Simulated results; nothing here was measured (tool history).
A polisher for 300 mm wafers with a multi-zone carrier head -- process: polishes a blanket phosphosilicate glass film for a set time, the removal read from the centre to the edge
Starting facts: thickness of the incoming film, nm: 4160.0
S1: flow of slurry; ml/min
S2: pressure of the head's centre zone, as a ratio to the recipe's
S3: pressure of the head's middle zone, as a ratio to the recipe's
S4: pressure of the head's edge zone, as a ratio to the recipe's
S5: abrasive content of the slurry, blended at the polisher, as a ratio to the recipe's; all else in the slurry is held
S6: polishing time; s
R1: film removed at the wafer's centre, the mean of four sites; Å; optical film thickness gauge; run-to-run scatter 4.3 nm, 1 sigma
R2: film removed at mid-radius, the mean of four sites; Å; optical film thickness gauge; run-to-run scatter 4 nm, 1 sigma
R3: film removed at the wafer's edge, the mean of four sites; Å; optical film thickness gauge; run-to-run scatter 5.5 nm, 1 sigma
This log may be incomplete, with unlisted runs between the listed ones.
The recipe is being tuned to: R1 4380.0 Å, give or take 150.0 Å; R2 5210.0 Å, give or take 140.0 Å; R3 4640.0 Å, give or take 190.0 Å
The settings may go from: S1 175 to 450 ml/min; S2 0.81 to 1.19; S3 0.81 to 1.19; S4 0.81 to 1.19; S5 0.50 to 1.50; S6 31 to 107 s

{"run": 1, "hour": 0.0, "S1": 290, "S2": 1.0, "S3": 1.0, "S4": 1.0, "S5": 1.0, "S6": 69, "R1": 4434.0, "R2": 4366.3, "R3": 4317.2}
{"run": 2, "hour": 4.9, "S1": 335, "S2": 1.0, "S3": 1.0, "S4": 1.0, "S5": 1.0, "S6": 69, "R1": 4455.3, "R2": 4371.4, "R3": 4442.5}
{"run": 3, "hour": 6.9, "S1": 340, "S2": 0.99, "S3": 1.05, "S4": 1.01, "S5": 1.0, "S6": 69, "R1": 4493.0, "R2": 4606.1, "R3": 4515.0}
{"run": 4, "hour": 10.4, "S1": 365, "S2": 0.99, "S3": 1.05, "S4": 1.01, "S5": 1.0, "S6": 69, "R1": 4397.6, "R2": 4629.9, "R3": 4455.6}
{"run": 5, "hour": 11.6, "S1": 365, "S2": 0.91, "S3": 1.05, "S4": 1.01, "S5": 1.0, "S6": 69, "R1": 4079.3, "R2": 4633.8, "R3": 4483.7}
{"run": 6, "hour": 17.0, "S1": 365, "S2": 0.92, "S3": 1.08, "S4": 1.01, "S5": 1.0, "S6": 69, "R1": 4221.1, "R2": 4774.6, "R3": 4550.9}
{"run": 7, "hour": 18.4, "S1": 365, "S2": 0.92, "S3": 1.11, "S4": 1.01, "S5": 1.0, "S6": 69, "R1": 4204.0, "R2": 4817.4, "R3": 4471.0}
{"run": 8, "hour": 20.2, "S1": 370, "S2": 0.92, "S3": 1.13, "S4": 1.02, "S5": 1.0, "S6": 69, "R1": 4180.3, "R2": 4941.1, "R3": 4515.6}
{"run": 9, "hour": 27.7, "S1": 375, "S2": 0.93, "S3": 1.14, "S4": 1.03, "S5": 1.0, "S6": 69, "R1": 4198.8, "R2": 5003.3, "R3": 4467.6}
{"hour": 30.8, "done": "worn pad replaced by a new one"}
{"run": 10, "hour": 30.8, "S1": 385, "S2": 0.95, "S3": 1.15, "S4": 1.07, "S5": 1.05, "S6": 69, "R1": 5030.6, "R2": 5795.8, "R3": 5343.5}

Which one of the following 4 next-run settings gets every result inside its allowed miss? There is exactly one.
{"run": "A", "hour": 33.9, "S1": 370, "S2": 0.89, "S3": 1.17, "S4": 1.02, "S5": 0.9, "S6": 66, "R1": "?", "R2": "?", "R3": "?"}
{"run": "B", "hour": 33.9, "S1": 360, "S2": 0.92, "S3": 1.04, "S4": 1.14, "S5": 0.95, "S6": 66, "R1": "?", "R2": "?", "R3": "?"}
{"run": "C", "hour": 33.9, "S1": 400, "S2": 0.89, "S3": 1.08, "S4": 1.06, "S5": 1.0, "S6": 69, "R1": "?", "R2": "?", "R3": "?"}
{"run": "D", "hour": 33.9, "S1": 415, "S2": 0.93, "S3": 1.15, "S4": 1.0, "S5": 1.05, "S6": 62, "R1": "?", "R2": "?", "R3": "?"}

move=A R1=4176.5 R2=5239.1 R3=4634.0
move=B R1=4412.3 R2=4843.2 R3=4983.7
move=C R1=4609.6 R2=5398.0 R3=5197.1
move=D R1=4438.8 R2=5243.3 R3=4661.3
A: carries the result that was furthest off beyond its target, to the other side
B: gets the furthest-off result to its target, but another result is out of tolerance
C: an improvement on the last run, though not all results are within tolerance
D: every result within its allowed miss
D meets every target.

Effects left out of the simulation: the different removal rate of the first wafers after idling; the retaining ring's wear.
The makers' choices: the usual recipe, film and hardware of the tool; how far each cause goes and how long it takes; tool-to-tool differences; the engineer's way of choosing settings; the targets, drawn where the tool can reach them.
